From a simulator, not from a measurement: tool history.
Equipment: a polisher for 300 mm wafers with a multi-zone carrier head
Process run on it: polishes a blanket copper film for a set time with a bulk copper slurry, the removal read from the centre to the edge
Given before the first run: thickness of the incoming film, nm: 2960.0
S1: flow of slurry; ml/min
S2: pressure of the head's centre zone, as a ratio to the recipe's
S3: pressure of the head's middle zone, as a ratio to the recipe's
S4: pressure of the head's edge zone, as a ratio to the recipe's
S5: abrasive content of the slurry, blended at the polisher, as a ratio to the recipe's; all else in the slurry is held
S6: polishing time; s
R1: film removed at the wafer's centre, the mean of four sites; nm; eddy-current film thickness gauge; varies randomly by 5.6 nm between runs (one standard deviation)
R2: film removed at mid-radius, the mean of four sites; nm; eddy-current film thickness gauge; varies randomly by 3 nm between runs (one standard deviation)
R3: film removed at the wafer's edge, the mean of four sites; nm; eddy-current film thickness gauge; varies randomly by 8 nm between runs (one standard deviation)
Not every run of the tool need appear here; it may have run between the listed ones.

Run 1, hour 0: S1 185 ml/min, S2 1, S3 1, S4 1, S5 1, S6 86 s. Result: R1 911.09 nm, R2 886.61 nm, R3 894.29 nm.
Run 2, hour 6.4: S1 180 ml/min, S2 1, S3 0.98, S4 1.01, S5 0.95, S6 83 s. Result: R1 865.73 nm, R2 823.61 nm, R3 877.61 nm.
Run 3, hour 8.4: S1 145 ml/min, S2 1, S3 0.98, S4 1.01, S5 0.95, S6 83 s. Result: R1 853.56 nm, R2 796.66 nm, R3 857.08 nm.
Run 4, hour 17.2: S1 145 ml/min, S2 1.07, S3 0.98, S4 1.01, S5 0.95, S6 83 s. Result: R1 913.55 nm, R2 791.52 nm, R3 847.65 nm.
Run 5, hour 18.9: S1 145 ml/min, S2 1.07, S3 0.98, S4 1.01, S5 0.95, S6 91 s. Result: R1 979.62 nm, R2 870.26 nm, R3 947.63 nm.
Run 6, hour 23.7: S1 140 ml/min, S2 1.05, S3 0.96, S4 1.01, S5 0.9, S6 87 s. Result: R1 918.7 nm, R2 804.71 nm, R3 878.42 nm.
Run 7, hour 30: S1 135 ml/min, S2 1.03, S3 0.95, S4 1.02, S5 0.85, S6 84 s. Result: R1 853.18 nm, R2 760.14 nm, R3 823.99 nm.
Run 8, hour 36.3: S1 130 ml/min, S2 1.02, S3 0.94, S4 1.04, S5 0.85, S6 81 s. Result: R1 806.11 nm, R2 724.95 nm, R3 818.77 nm.
Run 9, hour 38.5: S1 130 ml/min, S2 1.02, S3 0.93, S4 1.05, S5 0.8, S6 78 s. Result: R1 765.29 nm, R2 681.76 nm, R3 777.11 nm.
At hour 46.3: edge zone pressure recalibrated.
Run 10, hour 46.3: S1 130 ml/min, S2 1.02, S3 0.92, S4 1.05, S5 0.75, S6 76 s. Result: R1 741.86 nm, R2 649.83 nm, R3 789.84 nm.

Run 11 comes next. What will it give?
Run 11, hour 50.9: S1 130 ml/min, S2 1.01, S3 0.9, S4 0.95, S5 0.5, S6 52 s. Result: R1 ?, R2 ?, R3 ?.

{"run 11": {"R1": 457.03, "R2": 402.35, "R3": 459.58}}

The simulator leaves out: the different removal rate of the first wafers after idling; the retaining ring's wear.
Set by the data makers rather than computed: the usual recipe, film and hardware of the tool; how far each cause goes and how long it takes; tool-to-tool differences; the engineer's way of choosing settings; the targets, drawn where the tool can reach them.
